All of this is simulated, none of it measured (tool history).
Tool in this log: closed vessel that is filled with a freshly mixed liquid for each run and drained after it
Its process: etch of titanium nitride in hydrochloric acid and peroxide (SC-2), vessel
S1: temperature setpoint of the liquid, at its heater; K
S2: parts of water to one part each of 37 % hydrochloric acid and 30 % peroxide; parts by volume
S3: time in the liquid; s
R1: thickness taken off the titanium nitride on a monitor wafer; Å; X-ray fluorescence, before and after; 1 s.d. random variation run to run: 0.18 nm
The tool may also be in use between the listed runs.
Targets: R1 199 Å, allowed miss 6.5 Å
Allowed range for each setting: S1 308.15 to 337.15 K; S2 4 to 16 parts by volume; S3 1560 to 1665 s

| run | hour | S1 | S2 | S3 | R1 |
|---|---|---|---|---|---|
| 1 | 0 | 321.15 | 9 | 1560 | 474.66 |
| 2 | 1.4 | 315.15 | 9 | 1560 | 309.86 |
| 3 | 10.1 | 321.15 | 9 | 1560 | 474.05 |
| 4 | 15.1 | 318.65 | 9 | 1560 | 403.65 |
| 5 | 17.1 | 325.65 | 9 | 1560 | 637.84 |
| 6 | 19 | 322.15 | 9 | 1560 | 510.44 |
| 7 | 23.7 | 319.65 | 9 | 1560 | 432.66 |
| 8 | 32 | 317.15 | 9 | 1560 | 360.53 |
| 9 | 39.8 | 315.65 | 9 | 1560 | 323.53 |
| 10 | 48.7 | 314.15 | 9 | 1560 | 289.71 |
| 11 | 57.8 | 313.15 | 9 | 1560 | 270.02 |
| 12 | 61.2 | 312.15 | 9 | 1560 | 254.61 |
| 13 | 65 | 308.15 | 9 | 1560 | 189.03 |

Exactly one of the 4 candidate moves below puts every result within its allowed miss. Which one?
| A | 68.8 | 313.15 | 15 | 1615 | ? |
| B | 68.8 | 308.15 | 8 | 1610 | ? |
| C | 68.8 | 308.65 | 9.5 | 1575 | ? |
| D | 68.8 | 309.15 | 9.5 | 1615 | ? |

| move | R1 |
|---|---|
| A | 182.15 |
| B | 215.2 |
| C | 189.89 |
| D | 201.95 |
A: further off than the last run
B: takes the biggest miss from the last run beyond its target
C: better than the last run, though not everything is in spec
D: meets every target
D meets every target.
